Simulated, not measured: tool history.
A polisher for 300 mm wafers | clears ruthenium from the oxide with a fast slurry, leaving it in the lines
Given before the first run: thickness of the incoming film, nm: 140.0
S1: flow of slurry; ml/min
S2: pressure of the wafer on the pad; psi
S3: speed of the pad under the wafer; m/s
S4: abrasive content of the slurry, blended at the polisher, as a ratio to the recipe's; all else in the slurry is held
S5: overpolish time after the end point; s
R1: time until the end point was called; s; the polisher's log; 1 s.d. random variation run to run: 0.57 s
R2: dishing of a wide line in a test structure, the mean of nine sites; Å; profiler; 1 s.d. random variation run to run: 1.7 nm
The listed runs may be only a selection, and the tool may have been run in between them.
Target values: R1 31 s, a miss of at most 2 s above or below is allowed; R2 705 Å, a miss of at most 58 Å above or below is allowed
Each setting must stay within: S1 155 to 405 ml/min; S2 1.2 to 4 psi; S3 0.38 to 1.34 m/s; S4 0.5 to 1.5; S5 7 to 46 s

Run 1, hour 0: S1 260 ml/min, S2 2.6 psi, S3 0.86 m/s, S4 1, S5 24 s. Result: R1 44.079 s, R2 517.61 Å.
Run 2, hour 7.7: S1 325 ml/min, S2 2.6 psi, S3 0.86 m/s, S4 1, S5 24 s. Result: R1 41.297 s, R2 522.07 Å.
Run 3, hour 9.5: S1 325 ml/min, S2 2.6 psi, S3 0.64 m/s, S4 1, S5 24 s. Result: R1 54.593 s, R2 434.39 Å.
Run 4, hour 17.2: S1 375 ml/min, S2 2.6 psi, S3 0.64 m/s, S4 1, S5 24 s. Result: R1 54.586 s, R2 438.9 Å.
Run 5, hour 20: S1 405 ml/min, S2 2.6 psi, S3 0.64 m/s, S4 1, S5 24 s. Result: R1 53.688 s, R2 435.26 Å.
Run 6, hour 21.5: S1 405 ml/min, S2 2.8 psi, S3 0.64 m/s, S4 1, S5 24 s. Result: R1 50.136 s, R2 432.94 Å.
Run 7, hour 28.7: S1 405 ml/min, S2 2.9 psi, S3 0.66 m/s, S4 1, S5 25 s. Result: R1 48.749 s, R2 496.32 Å.
Run 8, hour 29.3: S1 405 ml/min, S2 3 psi, S3 0.68 m/s, S4 1, S5 25 s. Result: R1 47.307 s, R2 507.09 Å.
Run 9, hour 31.5: S1 405 ml/min, S2 3.1 psi, S3 0.7 m/s, S4 1, S5 25 s. Result: R1 43.681 s, R2 517.35 Å.
Run 10, hour 35.2: S1 405 ml/min, S2 3.2 psi, S3 0.72 m/s, S4 1, S5 25 s. Result: R1 42.816 s, R2 551.33 Å.
Run 11, hour 36.4: S1 405 ml/min, S2 3.2 psi, S3 0.72 m/s, S4 1, S5 25 s. Result: R1 41.561 s, R2 526.52 Å.
Run 12, hour 41.1: S1 405 ml/min, S2 3.9 psi, S3 0.76 m/s, S4 1, S5 27 s. Result: R1 34.403 s, R2 698.86 Å.

Which single option among these 5 for the next run brings every result within its allowed miss of target? Just one does.
Run A, hour 45.8: S1 405 ml/min, S2 4 psi, S3 0.66 m/s, S4 0.8, S5 34 s. Result: R1 ?, R2 ?.
Run B, hour 45.8: S1 405 ml/min, S2 3.7 psi, S3 0.84 m/s, S4 1.15, S5 27 s. Result: R1 ?, R2 ?.
Run C, hour 45.8: S1 370 ml/min, S2 3.5 psi, S3 0.68 m/s, S4 1.05, S5 33 s. Result: R1 ?, R2 ?.
Run D, hour 45.8: S1 395 ml/min, S2 4 psi, S3 0.68 m/s, S4 0.9, S5 34 s. Result: R1 ?, R2 ?.
Run E, hour 45.8: S1 400 ml/min, S2 3.8 psi, S3 0.78 m/s, S4 0.85, S5 31 s. Result: R1 ?, R2 ?.

move      R1      R2
   A  43.042  677.88
   B  31.313  721.46
   C  41.796  677.64
   D  39.963  714.71
   E  37.172   704.7
A: further off than the last run
B: all results in spec
C: further off than the last run
D: further off than the last run
E: further off than the last run
B meets every target.

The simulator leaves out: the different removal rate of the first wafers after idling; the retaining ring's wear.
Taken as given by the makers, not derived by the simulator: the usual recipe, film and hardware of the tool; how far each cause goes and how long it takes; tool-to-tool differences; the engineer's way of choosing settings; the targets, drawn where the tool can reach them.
